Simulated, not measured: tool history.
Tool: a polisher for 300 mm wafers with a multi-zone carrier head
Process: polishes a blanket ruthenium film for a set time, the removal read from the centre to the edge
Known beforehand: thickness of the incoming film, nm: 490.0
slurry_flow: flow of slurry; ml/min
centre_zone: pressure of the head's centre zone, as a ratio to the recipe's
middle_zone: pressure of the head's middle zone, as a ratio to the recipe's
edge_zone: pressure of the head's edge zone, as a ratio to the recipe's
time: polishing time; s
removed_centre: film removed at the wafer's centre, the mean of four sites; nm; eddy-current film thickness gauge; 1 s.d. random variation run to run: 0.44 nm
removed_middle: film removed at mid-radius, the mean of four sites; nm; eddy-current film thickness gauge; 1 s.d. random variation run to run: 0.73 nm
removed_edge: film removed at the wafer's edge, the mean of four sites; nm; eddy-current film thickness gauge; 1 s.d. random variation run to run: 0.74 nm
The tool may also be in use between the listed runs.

| run | day | slurry_flow | centre_zone | middle_zone | edge_zone | time | removed_centre | removed_middle | removed_edge |
|---|---|---|---|---|---|---|---|---|---|
| 1 | 0 | 175 | 1 | 1 | 1 | 56 | 63.734 | 65.585 | 64.253 |
| 2 | 0.229 | 195 | 1 | 1.02 | 1.03 | 56 | 64.713 | 68.096 | 65.226 |
| 3 | 0.408 | 225 | 1 | 1.02 | 1.03 | 56 | 67.105 | 69.028 | 66.352 |
| 4 | 0.721 | 230 | 1 | 1.04 | 1.06 | 57 | 67.59 | 70.792 | 70.717 |
| 5 | 1.029 | 235 | 1 | 1.06 | 1.05 | 57 | 67.804 | 72.668 | 68.169 |
| 6 | 1.275 | 235 | 1 | 1.06 | 1.05 | 64 | 76.505 | 81.611 | 77.884 |
| 7 | 1.625 | 220 | 1 | 1.05 | 1.04 | 64 | 75.961 | 81.176 | 75.617 |
| 8 | 1.654 | 205 | 0.99 | 1.04 | 1.04 | 64 | 74.337 | 76.884 | 76.769 |
| 9 | 1.742 | 195 | 0.99 | 1.05 | 1.03 | 64 | 74.429 | 79.692 | 75.445 |

Forecast run 10:
| 10 | 2 | 185 | 0.98 | 1.04 | 1.02 | 64 | ? | ? | ? |

Run 10 measured removed_centre 71.828 nm, removed_middle 77.782 nm, removed_edge 73.925 nm.

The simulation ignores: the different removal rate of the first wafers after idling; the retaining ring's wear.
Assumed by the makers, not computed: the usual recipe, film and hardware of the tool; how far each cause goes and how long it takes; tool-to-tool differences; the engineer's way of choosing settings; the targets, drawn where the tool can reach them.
